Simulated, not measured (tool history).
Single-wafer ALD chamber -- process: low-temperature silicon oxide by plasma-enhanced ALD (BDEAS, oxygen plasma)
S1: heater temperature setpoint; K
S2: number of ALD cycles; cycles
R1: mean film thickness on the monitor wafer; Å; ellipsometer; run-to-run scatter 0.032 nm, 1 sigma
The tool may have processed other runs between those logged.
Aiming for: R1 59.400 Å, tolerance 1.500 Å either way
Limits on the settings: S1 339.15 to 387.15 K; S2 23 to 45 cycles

run 1 day=0.000 | S1=363.15 S2=34 | R1=49.878
run 2 day=0.225 | S1=362.15 S2=35 | R1=51.150
run 3 day=0.412 | S1=361.15 S2=36 | R1=53.024
run 4 day=0.583 | S1=365.15 S2=36 | R1=51.422
run 5 day=0.946 | S1=362.15 S2=36 | R1=52.388
run 6 day=1.246 | S1=360.15 S2=36 | R1=52.806
run 7 day=1.417 | S1=359.15 S2=36 | R1=52.963
run 8 day=1.671 | S1=358.15 S2=36 | R1=53.519
run 9 day=1.758 | S1=356.15 S2=36 | R1=53.538

Of the 5 settings listed for the next run, only one would bring every result within its allowed miss of target. Which one?
run A day=1.846 | S1=369.15 S2=36 | R1=?
run B day=1.846 | S1=359.15 S2=34 | R1=?
run C day=1.846 | S1=352.15 S2=32 | R1=?
run D day=1.846 | S1=352.15 S2=39 | R1=?
run E day=1.846 | S1=359.15 S2=32 | R1=?

move=A R1=51.026
move=B R1=50.152
move=C R1=48.494
move=D R1=59.102
move=E R1=47.202
A: the biggest miss grows against the last run
B: the biggest miss grows against the last run
C: the biggest miss grows against the last run
D: hits every target within its allowed miss
E: the biggest miss grows against the last run
Go with D: it meets all targets.
